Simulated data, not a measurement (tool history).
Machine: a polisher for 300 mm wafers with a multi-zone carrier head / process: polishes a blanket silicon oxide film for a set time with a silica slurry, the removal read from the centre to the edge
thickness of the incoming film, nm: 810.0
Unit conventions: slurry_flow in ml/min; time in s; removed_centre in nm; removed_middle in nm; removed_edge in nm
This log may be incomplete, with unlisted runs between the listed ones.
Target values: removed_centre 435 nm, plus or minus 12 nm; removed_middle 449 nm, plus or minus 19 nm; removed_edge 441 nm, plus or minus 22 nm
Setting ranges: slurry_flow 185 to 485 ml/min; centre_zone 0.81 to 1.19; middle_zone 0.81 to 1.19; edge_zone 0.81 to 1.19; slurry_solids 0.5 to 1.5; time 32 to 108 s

Run 1, hour 0: slurry_flow 310 ml/min, centre_zone 1, middle_zone 1, edge_zone 1, slurry_solids 1, time 70 s. Result: removed_centre 313.42 nm, removed_middle 306.94 nm, removed_edge 304.78 nm.
Run 2, hour 6.1: slurry_flow 310 ml/min, centre_zone 1, middle_zone 1.09, edge_zone 1, slurry_solids 1, time 70 s. Result: removed_centre 311.48 nm, removed_middle 320.79 nm, removed_edge 309.79 nm.
Run 3, hour 14.7: slurry_flow 310 ml/min, centre_zone 1, middle_zone 1.1, edge_zone 1.01, slurry_solids 1.05, time 70 s. Result: removed_centre 324.75 nm, removed_middle 342.68 nm, removed_edge 318.03 nm.
Run 4, hour 16.6: slurry_flow 310 ml/min, centre_zone 1, middle_zone 1.1, edge_zone 1.05, slurry_solids 1.05, time 70 s. Result: removed_centre 324.75 nm, removed_middle 336.9 nm, removed_edge 323.95 nm.
Run 5, hour 23.5: slurry_flow 310 ml/min, centre_zone 1, middle_zone 1.06, edge_zone 1.05, slurry_solids 1.05, time 70 s. Result: removed_centre 319.95 nm, removed_middle 325.7 nm, removed_edge 326.01 nm.
Run 6, hour 30.9: slurry_flow 310 ml/min, centre_zone 1, middle_zone 1.06, edge_zone 1.13, slurry_solids 1.05, time 70 s. Result: removed_centre 322.82 nm, removed_middle 326.9 nm, removed_edge 325.55 nm.
Run 7, hour 36: slurry_flow 310 ml/min, centre_zone 1, middle_zone 1.06, edge_zone 1.13, slurry_solids 1.1, time 71 s. Result: removed_centre 341.37 nm, removed_middle 336.69 nm, removed_edge 340.21 nm.
Run 8, hour 39.4: slurry_flow 315 ml/min, centre_zone 0.97, middle_zone 1.16, edge_zone 1.18, slurry_solids 1.35, time 74 s. Result: removed_centre 386.08 nm, removed_middle 429.64 nm, removed_edge 397.46 nm.

Consider the 5 candidate settings below. Which is the only one whose results all fall within their allowed miss of target?
Run A, hour 42.8: slurry_flow 405 ml/min, centre_zone 1.11, middle_zone 1.1, edge_zone 1.15, slurry_solids 1.5, time 75 s. Result: removed_centre ?, removed_middle ?, removed_edge ?.
Run B, hour 42.8: slurry_flow 325 ml/min, centre_zone 1.03, middle_zone 1.13, edge_zone 1.19, slurry_solids 1.35, time 79 s. Result: removed_centre ?, removed_middle ?, removed_edge ?.
Run C, hour 42.8: slurry_flow 355 ml/min, centre_zone 0.99, middle_zone 1.17, edge_zone 1.19, slurry_solids 1.45, time 74 s. Result: removed_centre ?, removed_middle ?, removed_edge ?.
Run D, hour 42.8: slurry_flow 290 ml/min, centre_zone 1.08, middle_zone 1.11, edge_zone 1.16, slurry_solids 1.5, time 77 s. Result: removed_centre ?, removed_middle ?, removed_edge ?.
Run E, hour 42.8: slurry_flow 280 ml/min, centre_zone 0.87, middle_zone 0.93, edge_zone 1.19, slurry_solids 1.4, time 91 s. Result: removed_centre ?, removed_middle ?, removed_edge ?.

move  removed_centre  removed_middle  removed_edge
   A          460.55          445.33        434.19
   B          426.52          451.17        435.59
   C          401.76           452.8         423.3
   D          449.15          449.41        438.32
   E          426.07          442.94        506.82
A: moves the result that the last run missed by most past its target, out the other side
B: all results land within tolerance of their targets
C: nearer than the last run, and not there yet
D: moves the result that the last run missed by most past its target, out the other side
E: meets the target for the result that was furthest off, but another lies outside its allowed miss
Go with B: it meets all targets.
